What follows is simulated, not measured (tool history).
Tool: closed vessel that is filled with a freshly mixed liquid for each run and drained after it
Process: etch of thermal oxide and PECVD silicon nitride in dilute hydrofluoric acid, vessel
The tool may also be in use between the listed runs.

run,hour,temperature setpoint of the liquid (K),parts of water to one part of 49 % hydrofluoric acid (parts by volume),time in the liquid (s),thickness taken off the thermal oxide on a monitor wafer (Å),thickness taken off the PECVD silicon nitride on a monitor wafer (Å)
1,0,297.15,180,235,53.128,39.546
2,5.6,298.15,165,235,61.891,45.806
3,10.6,299.15,155,235,68.441,51.488
4,18.9,300.15,150,235,73.795,57.348
5,23.5,296.65,150,235,64.949,45.596
6,31,297.65,145,235,70.614,50.589
7,33.7,298.65,140,235,76.155,55.556
8,41.5,299.15,135,235,81.168,60.564
9,46.9,299.65,135,235,82.627,62.215
10,51.1,300.15,135,235,83.741,64.527
11,58.3,300.15,130,235,87.652,66.058
12,63.4,300.65,130,235,89.258,67.445

Forecast run 13:
13,64.8,301.15,130,235,?,?

Run 13 gave thickness taken off the thermal oxide on a monitor wafer (Å) 90.964, thickness taken off the PECVD silicon nitride on a monitor wafer (Å) 68.847.
